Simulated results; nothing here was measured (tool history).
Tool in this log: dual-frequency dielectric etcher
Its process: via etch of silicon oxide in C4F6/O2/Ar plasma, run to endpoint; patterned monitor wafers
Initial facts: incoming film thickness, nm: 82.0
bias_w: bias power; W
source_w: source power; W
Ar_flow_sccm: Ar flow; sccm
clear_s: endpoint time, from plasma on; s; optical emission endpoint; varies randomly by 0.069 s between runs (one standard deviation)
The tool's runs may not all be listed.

run  hour  bias_w  source_w  Ar_flow_sccm  clear_s
  1   0.0     554       380           228   17.573
  2   3.4     554       330           228   18.577
  3   7.2     554       330           267   18.878
  4  15.4     474       330           267   19.680
  5  22.6     474       370           267   18.986
  6  29.9     518       390           265   18.226
  7  35.4     555       400           263   17.803
  8  36.3     585       420           261   17.368
  9  42.9     609       440           258   16.679

Run 10 is up next; what results do you expect?
 10  46.9     609       440           258        ?

clear_s: 16.541 s
